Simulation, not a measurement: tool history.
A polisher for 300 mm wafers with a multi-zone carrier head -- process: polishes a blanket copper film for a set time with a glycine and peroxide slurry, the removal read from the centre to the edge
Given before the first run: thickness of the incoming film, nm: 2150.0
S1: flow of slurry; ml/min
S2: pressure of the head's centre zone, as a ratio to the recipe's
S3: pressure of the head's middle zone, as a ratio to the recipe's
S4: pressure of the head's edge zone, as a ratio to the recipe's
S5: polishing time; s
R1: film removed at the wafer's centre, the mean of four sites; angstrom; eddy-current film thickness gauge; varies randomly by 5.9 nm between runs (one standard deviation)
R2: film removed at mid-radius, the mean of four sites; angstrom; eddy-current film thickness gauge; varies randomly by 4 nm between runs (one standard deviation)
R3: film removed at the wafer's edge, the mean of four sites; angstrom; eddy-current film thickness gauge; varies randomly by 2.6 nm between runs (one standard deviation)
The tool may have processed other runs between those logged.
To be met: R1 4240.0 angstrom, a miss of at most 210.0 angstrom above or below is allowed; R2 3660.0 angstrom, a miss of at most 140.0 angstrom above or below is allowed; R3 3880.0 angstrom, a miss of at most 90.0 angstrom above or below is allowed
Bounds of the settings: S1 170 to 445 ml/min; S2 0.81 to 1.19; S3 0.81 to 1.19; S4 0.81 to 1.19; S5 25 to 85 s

run,hour,S1,S2,S3,S4,S5,R1,R2,R3
1,0.0,285,1.00,1.00,1.00,55,2833.4,2787.1,2759.1
2,6.3,290,1.01,1.00,1.02,56,2948.9,2883.1,2796.5
3,10.4,290,1.01,0.99,1.02,58,3030.7,2981.6,2906.2
4,11.9,290,0.96,0.99,1.02,58,2852.2,2949.2,2938.7
5,20.4,290,0.97,0.98,1.03,60,2921.6,3051.3,3010.8
6,23.2,290,0.91,0.98,1.03,60,2847.3,3026.8,3034.6
7,25.2,290,0.93,0.97,1.04,61,2899.4,3006.9,3120.6
8,33.8,290,0.95,0.97,1.05,62,2976.4,3122.3,3190.2
9,38.4,295,0.97,0.96,1.05,63,3181.5,3088.7,3217.6
10,44.8,300,0.98,0.96,1.06,64,3166.4,3088.4,3281.5
11,47.4,305,1.00,0.97,1.06,65,3439.9,3219.3,3337.4
12,50.5,310,1.00,0.97,1.07,66,3352.5,3275.5,3433.0
13,54.3,310,1.01,0.97,1.07,67,3489.5,3350.2,3485.3
14,61.3,310,1.02,0.97,1.08,67,3501.0,3309.5,3521.9
15,64.5,310,1.03,0.98,1.09,67,3558.9,3376.1,3494.6
16,72.7,310,1.04,0.98,1.09,68,3622.8,3486.2,3590.8

Below are 5 possible settings for the next run. Only one of them brings all results inside the allowed miss of their targets. Which is it?
A,80.9,275,1.01,0.96,1.19,74,?,?,?
B,80.9,390,1.13,1.00,1.05,71,?,?,?
C,80.9,380,1.11,0.92,0.93,83,?,?,?
D,80.9,235,1.10,0.94,1.06,76,?,?,?
E,80.9,295,1.19,1.00,0.87,78,?,?,?

move,R1,R2,R3
A,3846.6,3710.8,4012.4
B,4232.9,3762.9,3669.3
C,4849.3,4096.7,4046.3
D,4255.7,3705.2,3855.3
E,4807.7,4064.2,3640.9
A: moves the result that the last run missed by most past its target, out the other side
B: moves toward the targets from the last run without getting all of them in spec
C: moves the result that the last run missed by most past its target, out the other side
D: every result within its allowed miss
E: moves toward the targets from the last run without getting all of them in spec
D is the move that brings every result within its allowed miss.
